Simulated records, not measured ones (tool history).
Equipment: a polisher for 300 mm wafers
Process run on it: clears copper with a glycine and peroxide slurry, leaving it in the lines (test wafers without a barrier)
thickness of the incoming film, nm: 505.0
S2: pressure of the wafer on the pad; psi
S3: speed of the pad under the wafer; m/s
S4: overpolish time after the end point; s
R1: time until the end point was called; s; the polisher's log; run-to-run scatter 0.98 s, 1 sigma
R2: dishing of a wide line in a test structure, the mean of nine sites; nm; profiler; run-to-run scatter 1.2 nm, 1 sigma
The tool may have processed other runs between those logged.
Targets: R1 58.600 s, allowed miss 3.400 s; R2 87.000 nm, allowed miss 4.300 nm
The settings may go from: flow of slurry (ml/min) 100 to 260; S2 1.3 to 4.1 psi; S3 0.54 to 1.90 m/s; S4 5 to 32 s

Run 1, hour 0.0: flow of slurry (ml/min) 165, S2 2.7 psi, S3 1.22 m/s, S4 16 s. Result: R1 81.543 s, R2 75.489 nm.
Run 2, hour 5.7: flow of slurry (ml/min) 145, S2 2.7 psi, S3 1.22 m/s, S4 16 s. Result: R1 82.393 s, R2 73.822 nm.
Run 3, hour 11.5: flow of slurry (ml/min) 115, S2 2.7 psi, S3 1.22 m/s, S4 16 s. Result: R1 85.894 s, R2 71.396 nm.
Run 4, hour 18.7: flow of slurry (ml/min) 115, S2 2.7 psi, S3 1.50 m/s, S4 16 s. Result: R1 71.930 s, R2 79.154 nm.
Run 5, hour 24.3: flow of slurry (ml/min) 130, S2 2.7 psi, S3 1.50 m/s, S4 16 s. Result: R1 69.181 s, R2 80.957 nm.
Run 6, hour 30.1: flow of slurry (ml/min) 130, S2 2.7 psi, S3 1.50 m/s, S4 20 s. Result: R1 69.959 s, R2 95.811 nm.
Run 7, hour 38.4: flow of slurry (ml/min) 135, S2 2.8 psi, S3 1.52 m/s, S4 19 s. Result: R1 67.915 s, R2 94.556 nm.
Run 8, hour 47.4: flow of slurry (ml/min) 140, S2 2.9 psi, S3 1.54 m/s, S4 18 s. Result: R1 63.838 s, R2 93.371 nm.
Run 9, hour 47.9: flow of slurry (ml/min) 140, S2 2.9 psi, S3 1.54 m/s, S4 17 s. Result: R1 64.186 s, R2 91.888 nm.
Run 10, hour 48.7: flow of slurry (ml/min) 150, S2 3.2 psi, S3 1.56 m/s, S4 13 s. Result: R1 58.182 s, R2 82.746 nm.

Which one of the following 5 next-run settings gets every result inside its allowed miss? There is exactly one.
Run A, hour 49.5: flow of slurry (ml/min) 145, S2 3.3 psi, S3 1.56 m/s, S4 11 s. Result: R1 ?, R2 ?.
Run B, hour 49.5: flow of slurry (ml/min) 160, S2 3.5 psi, S3 1.40 m/s, S4 14 s. Result: R1 ?, R2 ?.
Run C, hour 49.5: flow of slurry (ml/min) 105, S2 4.1 psi, S3 1.42 m/s, S4 11 s. Result: R1 ?, R2 ?.
Run D, hour 49.5: flow of slurry (ml/min) 175, S2 3.0 psi, S3 1.56 m/s, S4 13 s. Result: R1 ?, R2 ?.
Run E, hour 49.5: flow of slurry (ml/min) 160, S2 3.3 psi, S3 1.54 m/s, S4 12 s. Result: R1 ?, R2 ?.

move      R1      R2
   A  57.518  72.917
   B  58.786  87.147
   C  53.364  78.468
   D  61.170  78.831
   E  57.402  78.301
A: its largest miss is bigger than the last run's
B: each result inside its tolerance
C: its largest miss is bigger than the last run's
D: its largest miss is bigger than the last run's
E: its largest miss is bigger than the last run's
B is the move that brings every result within its allowed miss.

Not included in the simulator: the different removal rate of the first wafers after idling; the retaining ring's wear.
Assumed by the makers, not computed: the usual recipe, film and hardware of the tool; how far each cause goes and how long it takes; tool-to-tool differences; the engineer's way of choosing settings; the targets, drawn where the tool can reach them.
